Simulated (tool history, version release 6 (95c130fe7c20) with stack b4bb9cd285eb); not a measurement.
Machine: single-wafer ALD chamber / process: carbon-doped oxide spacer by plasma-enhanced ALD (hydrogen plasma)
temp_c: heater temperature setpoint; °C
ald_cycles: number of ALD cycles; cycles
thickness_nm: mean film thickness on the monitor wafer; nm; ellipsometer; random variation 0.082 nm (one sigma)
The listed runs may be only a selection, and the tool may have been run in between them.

run	hour	temp_c	ald_cycles	thickness_nm
1	0.0	385	356	17.464
2	1.3	385	393	19.488
3	3.1	385	383	18.779
4	11.9	391	383	18.908
5	15.3	391	357	17.522
6	20.3	391	313	15.570
7	25.6	391	311	15.456
8	33.4	391	289	14.198
9	37.5	391	290	14.431

Forecast run 10:
10	42.0	391	291	?

Run 10 yielded thickness_nm 14.378 nm.

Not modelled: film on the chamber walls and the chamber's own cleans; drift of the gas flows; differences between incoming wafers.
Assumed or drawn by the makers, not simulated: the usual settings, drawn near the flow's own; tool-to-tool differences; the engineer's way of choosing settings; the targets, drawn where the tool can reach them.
